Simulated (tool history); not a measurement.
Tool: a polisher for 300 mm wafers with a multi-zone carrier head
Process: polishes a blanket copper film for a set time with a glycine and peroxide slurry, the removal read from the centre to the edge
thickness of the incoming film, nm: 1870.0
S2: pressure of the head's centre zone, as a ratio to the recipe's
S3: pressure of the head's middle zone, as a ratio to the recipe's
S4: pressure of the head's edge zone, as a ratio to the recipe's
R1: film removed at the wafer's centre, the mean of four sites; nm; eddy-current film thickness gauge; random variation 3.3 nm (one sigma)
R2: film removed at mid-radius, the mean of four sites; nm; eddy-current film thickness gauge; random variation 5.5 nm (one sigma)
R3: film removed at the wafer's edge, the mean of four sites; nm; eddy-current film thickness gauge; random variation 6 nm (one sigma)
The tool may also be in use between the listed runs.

Run 1, hour 0.0: flow of slurry (ml/min) 150, S2 1.00, S3 1.00, S4 1.00, polishing time (s) 42. Result: R1 280.44 nm, R2 281.55 nm, R3 285.30 nm.
Run 2, hour 5.7: flow of slurry (ml/min) 150, S2 1.00, S3 1.00, S4 0.95, polishing time (s) 42. Result: R1 280.84 nm, R2 282.80 nm, R3 284.49 nm.
Run 3, hour 10.2: flow of slurry (ml/min) 155, S2 1.02, S3 1.02, S4 0.96, polishing time (s) 45. Result: R1 305.41 nm, R2 310.98 nm, R3 301.17 nm.
Run 4, hour 19.0: flow of slurry (ml/min) 155, S2 1.02, S3 1.02, S4 0.96, polishing time (s) 54. Result: R1 369.94 nm, R2 373.02 nm, R3 365.27 nm.
Run 5, hour 24.9: flow of slurry (ml/min) 155, S2 1.02, S3 1.02, S4 1.04, polishing time (s) 54. Result: R1 369.80 nm, R2 376.56 nm, R3 370.17 nm.
Run 6, hour 30.0: flow of slurry (ml/min) 155, S2 1.02, S3 0.98, S4 1.04, polishing time (s) 54. Result: R1 368.99 nm, R2 357.16 nm, R3 365.80 nm.
Run 7, hour 30.5: flow of slurry (ml/min) 160, S2 1.04, S3 1.00, S4 1.05, polishing time (s) 55. Result: R1 388.41 nm, R2 375.79 nm, R3 382.34 nm.
At hour 35.8: slurry nozzle cleaned.
Run 8, hour 35.8: flow of slurry (ml/min) 170, S2 1.06, S3 1.02, S4 1.06, polishing time (s) 55. Result: R1 410.77 nm, R2 395.74 nm, R3 398.49 nm.
Run 9, hour 41.2: flow of slurry (ml/min) 210, S2 1.11, S3 1.12, S4 1.03, polishing time (s) 55. Result: R1 447.98 nm, R2 443.40 nm, R3 394.56 nm.
Run 10, hour 42.8: flow of slurry (ml/min) 210, S2 1.11, S3 1.12, S4 1.05, polishing time (s) 55. Result: R1 453.03 nm, R2 438.27 nm, R3 406.31 nm.
Run 11, hour 50.1: flow of slurry (ml/min) 210, S2 1.11, S3 1.12, S4 1.05, polishing time (s) 55. Result: R1 447.61 nm, R2 433.01 nm, R3 414.61 nm.
Run 12, hour 58.2: flow of slurry (ml/min) 225, S2 1.14, S3 1.19, S4 1.08, polishing time (s) 56. Result: R1 470.64 nm, R2 478.96 nm, R3 415.90 nm.

Run 13 comes next. What will it give?
Run 13, hour 59.5: flow of slurry (ml/min) 225, S2 1.14, S3 1.19, S4 1.09, polishing time (s) 56. Result: R1 ?, R2 ?, R3 ?.

Run 13 gave R1 472.39 nm, R2 474.32 nm, R3 424.77 nm.
